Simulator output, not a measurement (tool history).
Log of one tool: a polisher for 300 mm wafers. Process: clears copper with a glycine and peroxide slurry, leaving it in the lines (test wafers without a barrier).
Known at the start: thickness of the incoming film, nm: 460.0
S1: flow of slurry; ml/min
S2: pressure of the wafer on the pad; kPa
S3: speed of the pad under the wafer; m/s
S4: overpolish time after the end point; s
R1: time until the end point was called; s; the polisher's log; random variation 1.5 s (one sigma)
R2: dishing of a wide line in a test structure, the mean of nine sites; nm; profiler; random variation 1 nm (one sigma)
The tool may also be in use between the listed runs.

run	hour	S1	S2	S3	S4	R1	R2
1	0	140	17.2	1.1	27	100.25	77.524
2	8.9	140	17.9	1.1	26	97.275	76.74
3	17.8	140	18.6	1.1	25	99.66	76.507
4	24	145	18.6	1.14	23	91.634	72.674
5	25.2	150	18.6	1.14	22	90.374	72.284
6	31.2	155	18.6	1.14	21	92.147	69.136

Run 7 comes next. What will it give?
7	36.2	155	19.3	1.14	20	?	?

R1: 87.621 s
R2: 67.812 nm

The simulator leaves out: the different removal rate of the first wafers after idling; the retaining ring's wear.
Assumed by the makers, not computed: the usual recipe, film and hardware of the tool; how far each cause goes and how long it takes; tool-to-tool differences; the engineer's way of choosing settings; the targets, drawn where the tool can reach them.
